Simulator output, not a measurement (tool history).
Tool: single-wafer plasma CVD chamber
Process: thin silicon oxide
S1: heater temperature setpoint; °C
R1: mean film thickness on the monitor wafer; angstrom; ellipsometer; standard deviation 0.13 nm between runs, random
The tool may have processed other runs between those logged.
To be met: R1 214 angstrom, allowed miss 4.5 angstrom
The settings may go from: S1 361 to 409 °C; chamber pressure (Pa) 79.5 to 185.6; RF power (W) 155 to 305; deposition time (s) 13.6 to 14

{"run": 1, "hour": 0.0, "S1": 385, "chamber pressure (Pa)": 132.5, "RF power (W)": 230, "deposition time (s)": 13.6, "R1": 242.7}
{"run": 2, "hour": 4.2, "S1": 395, "chamber pressure (Pa)": 132.5, "RF power (W)": 230, "deposition time (s)": 13.6, "R1": 241.38}
{"run": 3, "hour": 12.7, "S1": 399, "chamber pressure (Pa)": 132.5, "RF power (W)": 230, "deposition time (s)": 13.6, "R1": 238.65}
{"run": 4, "hour": 13.8, "S1": 399, "chamber pressure (Pa)": 132.5, "RF power (W)": 220, "deposition time (s)": 13.6, "R1": 232.4}
{"run": 5, "hour": 14.5, "S1": 399, "chamber pressure (Pa)": 130.8, "RF power (W)": 220, "deposition time (s)": 13.6, "R1": 231.37}
{"run": 6, "hour": 18.4, "S1": 399, "chamber pressure (Pa)": 130.8, "RF power (W)": 245, "deposition time (s)": 13.6, "R1": 245.92}
{"run": 7, "hour": 21.6, "S1": 399, "chamber pressure (Pa)": 127.9, "RF power (W)": 245, "deposition time (s)": 13.6, "R1": 240.85}
{"run": 8, "hour": 23.7, "S1": 399, "chamber pressure (Pa)": 104.7, "RF power (W)": 240, "deposition time (s)": 13.6, "R1": 203.13}
{"run": 9, "hour": 29.6, "S1": 399, "chamber pressure (Pa)": 105.6, "RF power (W)": 240, "deposition time (s)": 13.6, "R1": 203.72}
{"run": 10, "hour": 34.8, "S1": 399, "chamber pressure (Pa)": 106.4, "RF power (W)": 240, "deposition time (s)": 13.6, "R1": 208.17}
{"run": 11, "hour": 40.9, "S1": 399, "chamber pressure (Pa)": 106.9, "RF power (W)": 240, "deposition time (s)": 13.6, "R1": 204.68}
{"run": 12, "hour": 48.5, "S1": 399, "chamber pressure (Pa)": 107.7, "RF power (W)": 240, "deposition time (s)": 13.6, "R1": 207.77}
{"run": 13, "hour": 54.5, "S1": 399, "chamber pressure (Pa)": 108.3, "RF power (W)": 240, "deposition time (s)": 13.6, "R1": 208.34}

Exactly one of the 4 candidate moves below puts every result within its allowed miss. Which one?
{"run": "A", "hour": 60.5, "S1": 399, "chamber pressure (Pa)": 105.7, "RF power (W)": 235, "deposition time (s)": 13.6, "R1": "?"}
{"run": "B", "hour": 60.5, "S1": 400, "chamber pressure (Pa)": 105.2, "RF power (W)": 240, "deposition time (s)": 13.6, "R1": "?"}
{"run": "C", "hour": 60.5, "S1": 403, "chamber pressure (Pa)": 101.7, "RF power (W)": 255, "deposition time (s)": 13.6, "R1": "?"}
{"run": "D", "hour": 60.5, "S1": 401, "chamber pressure (Pa)": 110.7, "RF power (W)": 240, "deposition time (s)": 13.8, "R1": "?"}

move=A R1=202.92
move=B R1=204.45
move=C R1=205.07
move=D R1=216.51
A: misses by more than the last run did
B: misses by more than the last run did
C: misses by more than the last run did
D: hits every target within its allowed miss
The move that meets every target is D.
